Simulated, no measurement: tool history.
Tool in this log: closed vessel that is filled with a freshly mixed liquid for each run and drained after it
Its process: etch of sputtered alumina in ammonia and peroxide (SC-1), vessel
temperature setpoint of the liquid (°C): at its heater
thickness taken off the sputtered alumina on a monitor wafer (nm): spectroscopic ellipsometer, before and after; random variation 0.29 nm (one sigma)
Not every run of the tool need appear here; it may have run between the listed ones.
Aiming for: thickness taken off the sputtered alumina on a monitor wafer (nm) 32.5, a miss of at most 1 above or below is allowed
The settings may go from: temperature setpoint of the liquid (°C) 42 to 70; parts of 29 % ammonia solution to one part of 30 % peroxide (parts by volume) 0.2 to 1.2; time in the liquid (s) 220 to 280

run,hour,temperature setpoint of the liquid (°C),parts of 29 % ammonia solution to one part of 30 % peroxide (parts by volume),time in the liquid (s),thickness taken off the sputtered alumina on a monitor wafer (nm)
1,0,58,1,280,19.877
2,2.6,58,1,280,20.039
3,7.8,58,0.65,280,19.32
4,12.6,53,0.65,280,14.7
5,16.7,49.5,0.65,280,12.08
6,25.2,52.5,0.65,280,14.303
7,31.1,54.5,0.65,280,16.047
8,39.1,56,0.65,280,17.212
9,43.4,57.5,0.65,280,18.944
10,45,58.5,0.65,280,19.508
11,52.4,59.5,0.65,280,20.67
12,61.1,67.5,0.7,280,30.994

Of the 5 settings listed for the next run, only one would bring every result within its allowed miss of target. Which one?
A,69.8,70,0.65,230,?
B,69.8,70,0.7,260,?
C,69.8,68,0.35,280,?
D,69.8,67,0.85,260,?
E,69.8,66.5,0.55,280,?

move,thickness taken off the sputtered alumina on a monitor wafer (nm)
A,28.747
B,32.724
C,29.974
D,28.818
E,29.066
A: its largest miss is bigger than the last run's
B: in spec on every target
C: its largest miss is bigger than the last run's
D: its largest miss is bigger than the last run's
E: its largest miss is bigger than the last run's
Go with B: it meets all targets.

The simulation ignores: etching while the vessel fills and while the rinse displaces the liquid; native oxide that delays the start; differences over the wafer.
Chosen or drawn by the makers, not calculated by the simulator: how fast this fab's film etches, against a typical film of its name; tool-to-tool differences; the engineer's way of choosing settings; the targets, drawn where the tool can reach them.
